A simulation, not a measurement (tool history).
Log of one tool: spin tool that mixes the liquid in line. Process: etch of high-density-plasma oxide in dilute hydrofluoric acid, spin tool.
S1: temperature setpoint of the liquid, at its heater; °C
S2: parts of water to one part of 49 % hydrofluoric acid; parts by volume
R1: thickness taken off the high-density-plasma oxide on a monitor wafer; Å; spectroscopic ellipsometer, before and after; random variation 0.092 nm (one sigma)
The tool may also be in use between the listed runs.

run 1 hour=0 | S1=25 S2=155 time_under_the_liquid_(s)=325 | R1=132.9
run 2 hour=4.3 | S1=25 S2=105 time_under_the_liquid_(s)=325 | R1=208.68
run 3 hour=5.5 | S1=24 S2=110 time_under_the_liquid_(s)=325 | R1=188.37
run 4 hour=9.6 | S1=21.5 S2=110 time_under_the_liquid_(s)=325 | R1=172.04
run 5 hour=14.7 | S1=21 S2=115 time_under_the_liquid_(s)=325 | R1=161.75
run 6 hour=19.9 | S1=20.5 S2=120 time_under_the_liquid_(s)=325 | R1=149.13
run 7 hour=26.7 | S1=20 S2=120 time_under_the_liquid_(s)=325 | R1=145.79

Forecast run 8:
run 8 hour=28.4 | S1=19.5 S2=120 time_under_the_liquid_(s)=325 | R1=?

{"run 8": {"R1": 143.57}}
